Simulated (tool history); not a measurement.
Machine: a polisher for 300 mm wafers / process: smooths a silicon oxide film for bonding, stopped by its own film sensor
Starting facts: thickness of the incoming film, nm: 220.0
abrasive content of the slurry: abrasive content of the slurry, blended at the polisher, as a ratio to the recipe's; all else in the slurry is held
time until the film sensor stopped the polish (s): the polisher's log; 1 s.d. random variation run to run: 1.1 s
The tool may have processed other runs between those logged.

run	hour	flow of slurry (ml/min)	pressure of the wafer on the pad (kPa)	speed of the pad under the wafer (m/s)	abrasive content of the slurry	target thickness at which the film sensor stops the polish (nm)	time until the film sensor stopped the polish (s)
1	0	165	9.7	0.72	1	152	151.05
2	8	165	9.7	0.72	1	149	157.13
3	12.1	165	9.7	0.72	1	149	155.64
4	20.9	170	10.3	0.72	1	149	147.3
5	26.1	170	10.3	0.72	1	152	141.63
6	29.2	170	11	0.72	1	152	132.78
7	34.4	170	11.7	0.72	1	152	124.67

Run 8 is up next; what results do you expect?
8	38.2	185	13.8	0.72	1	152	?

time until the film sensor stopped the polish (s): 107.51
